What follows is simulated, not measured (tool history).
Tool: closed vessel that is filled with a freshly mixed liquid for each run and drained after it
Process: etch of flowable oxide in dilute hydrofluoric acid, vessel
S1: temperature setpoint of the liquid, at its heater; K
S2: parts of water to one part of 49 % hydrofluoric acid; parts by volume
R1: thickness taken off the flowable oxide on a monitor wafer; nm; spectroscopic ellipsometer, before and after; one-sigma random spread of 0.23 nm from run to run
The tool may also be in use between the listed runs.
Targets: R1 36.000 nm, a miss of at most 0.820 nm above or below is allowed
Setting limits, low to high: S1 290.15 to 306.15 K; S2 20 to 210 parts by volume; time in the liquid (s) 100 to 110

Run 1, hour 0.0: S1 298.15 K, S2 115 parts by volume, time in the liquid (s) 100. Result: R1 57.104 nm.
Run 2, hour 2.8: S1 295.65 K, S2 115 parts by volume, time in the liquid (s) 100. Result: R1 51.218 nm.
Run 3, hour 4.5: S1 294.65 K, S2 115 parts by volume, time in the liquid (s) 100. Result: R1 49.655 nm.
Run 4, hour 9.1: S1 294.65 K, S2 115 parts by volume, time in the liquid (s) 100. Result: R1 49.727 nm.
Run 5, hour 14.8: S1 294.65 K, S2 115 parts by volume, time in the liquid (s) 110. Result: R1 54.514 nm.
Run 6, hour 23.3: S1 294.65 K, S2 135 parts by volume, time in the liquid (s) 110. Result: R1 44.783 nm.
Run 7, hour 32.0: S1 293.15 K, S2 135 parts by volume, time in the liquid (s) 110. Result: R1 42.782 nm.
Run 8, hour 35.1: S1 292.15 K, S2 135 parts by volume, time in the liquid (s) 110. Result: R1 40.749 nm.
Run 9, hour 40.9: S1 291.65 K, S2 135 parts by volume, time in the liquid (s) 110. Result: R1 40.802 nm.
Run 10, hour 44.9: S1 291.65 K, S2 135 parts by volume, time in the liquid (s) 110. Result: R1 40.641 nm.
Run 11, hour 47.7: S1 291.15 K, S2 135 parts by volume, time in the liquid (s) 110. Result: R1 39.217 nm.
Run 12, hour 50.6: S1 290.65 K, S2 135 parts by volume, time in the liquid (s) 110. Result: R1 38.654 nm.

Which one of the following 5 next-run settings gets every result inside its allowed miss? There is exactly one.
Run A, hour 53.5: S1 291.15 K, S2 125 parts by volume, time in the liquid (s) 110. Result: R1 ?.
Run B, hour 53.5: S1 291.65 K, S2 130 parts by volume, time in the liquid (s) 100. Result: R1 ?.
Run C, hour 53.5: S1 290.15 K, S2 135 parts by volume, time in the liquid (s) 110. Result: R1 ?.
Run D, hour 53.5: S1 291.65 K, S2 150 parts by volume, time in the liquid (s) 110. Result: R1 ?.
Run E, hour 53.5: S1 290.65 K, S2 125 parts by volume, time in the liquid (s) 110. Result: R1 ?.

move      R1
   A  42.480
   B  37.708
   C  37.365
   D  35.224
   E  41.612
A: moves away from the targets compared with the last run
B: an improvement on the last run, though not all results are within tolerance
C: an improvement on the last run, though not all results are within tolerance
D: all results in spec
E: moves away from the targets compared with the last run
The right move is D.

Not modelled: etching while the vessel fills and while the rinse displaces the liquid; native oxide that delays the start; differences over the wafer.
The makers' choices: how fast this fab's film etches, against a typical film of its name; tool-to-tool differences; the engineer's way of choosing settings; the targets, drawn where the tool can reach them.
